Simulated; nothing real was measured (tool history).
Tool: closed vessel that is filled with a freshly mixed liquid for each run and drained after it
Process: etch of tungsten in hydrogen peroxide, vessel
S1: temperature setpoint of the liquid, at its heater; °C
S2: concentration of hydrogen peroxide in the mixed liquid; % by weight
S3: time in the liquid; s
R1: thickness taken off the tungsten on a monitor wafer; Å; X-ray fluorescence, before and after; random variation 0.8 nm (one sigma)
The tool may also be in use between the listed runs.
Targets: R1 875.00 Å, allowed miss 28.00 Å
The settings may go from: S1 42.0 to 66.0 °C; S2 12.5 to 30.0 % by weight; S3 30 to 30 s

run  hour    S1    S2  S3       R1
  1   0.0  58.0  23.5  30  1176.80
  2   5.9  61.5  23.5  30  1424.30
  3  12.7  60.0  23.5  30  1332.30
  4  18.6  59.0  23.5  30  1231.20
  5  24.8  56.0  23.5  30  1057.00
  6  33.3  49.5  23.5  30   712.60
  7  39.0  50.0  23.5  30   734.43
  8  47.3  50.5  23.5  30   763.39
  9  54.8  51.0  23.5  30   770.34
 10  58.6  51.5  23.5  30   813.36

5 next moves are on the table. One of them brings every result within its allowed miss. Which?
  A  62.4  54.0  25.0  30   ?
  B  62.4  49.5  26.0  30   ?
  C  62.4  52.0  19.0  30   ?
  D  62.4  52.5  24.5  30   ?
  E  62.4  52.0  30.0  30   ?

move      R1
   A  943.45
   B  734.83
   C  730.30
   D  854.42
   E  917.67
A: takes the result that was furthest off past its target
B: further off than the last run
C: further off than the last run
D: meets every target
E: takes the result that was furthest off past its target
Move D is the one to make.
